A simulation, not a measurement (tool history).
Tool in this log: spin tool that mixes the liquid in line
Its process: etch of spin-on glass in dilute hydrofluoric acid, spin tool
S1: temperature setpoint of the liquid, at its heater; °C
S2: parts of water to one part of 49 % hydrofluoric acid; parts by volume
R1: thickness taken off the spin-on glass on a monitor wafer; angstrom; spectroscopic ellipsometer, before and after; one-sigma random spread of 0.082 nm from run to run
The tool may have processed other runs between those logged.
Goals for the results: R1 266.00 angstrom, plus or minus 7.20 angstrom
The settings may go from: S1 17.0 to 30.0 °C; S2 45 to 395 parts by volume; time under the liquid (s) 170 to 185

Run 1, hour 0.0: S1 22.0 °C, S2 220 parts by volume, time under the liquid (s) 170. Result: R1 179.29 angstrom.
Run 2, hour 4.0: S1 24.5 °C, S2 215 parts by volume, time under the liquid (s) 170. Result: R1 202.02 angstrom.
Run 3, hour 10.3: S1 26.0 °C, S2 210 parts by volume, time under the liquid (s) 170. Result: R1 219.81 angstrom.
Run 4, hour 15.4: S1 27.0 °C, S2 205 parts by volume, time under the liquid (s) 170. Result: R1 234.91 angstrom.
At hour 20.8: hydrofluoric acid flow meter replaced.
Run 5, hour 20.8: S1 27.0 °C, S2 150 parts by volume, time under the liquid (s) 170. Result: R1 362.62 angstrom.
Run 6, hour 26.5: S1 27.0 °C, S2 210 parts by volume, time under the liquid (s) 170. Result: R1 242.45 angstrom.
Run 7, hour 33.9: S1 27.5 °C, S2 210 parts by volume, time under the liquid (s) 170. Result: R1 247.16 angstrom.
Run 8, hour 39.4: S1 28.0 °C, S2 210 parts by volume, time under the liquid (s) 170. Result: R1 249.09 angstrom.
Run 9, hour 40.1: S1 28.5 °C, S2 210 parts by volume, time under the liquid (s) 170. Result: R1 255.56 angstrom.
Run 10, hour 42.9: S1 28.5 °C, S2 210 parts by volume, time under the liquid (s) 170. Result: R1 254.19 angstrom.

5 next moves are on the table. One of them brings every result within its allowed miss. Which?
Run A, hour 45.7: S1 24.5 °C, S2 185 parts by volume, time under the liquid (s) 175. Result: R1 ?.
Run B, hour 45.7: S1 29.5 °C, S2 220 parts by volume, time under the liquid (s) 170. Result: R1 ?.
Run C, hour 45.7: S1 27.5 °C, S2 230 parts by volume, time under the liquid (s) 185. Result: R1 ?.
Run D, hour 45.7: S1 23.5 °C, S2 195 parts by volume, time under the liquid (s) 170. Result: R1 ?.
Run E, hour 45.7: S1 28.5 °C, S2 235 parts by volume, time under the liquid (s) 180. Result: R1 ?.

move      R1
   A  265.58
   B  249.13
   C  239.24
   D  233.27
   E  234.50
A: meets every target
B: misses by more than the last run did
C: misses by more than the last run did
D: misses by more than the last run did
E: misses by more than the last run did
Move A is the one to make.
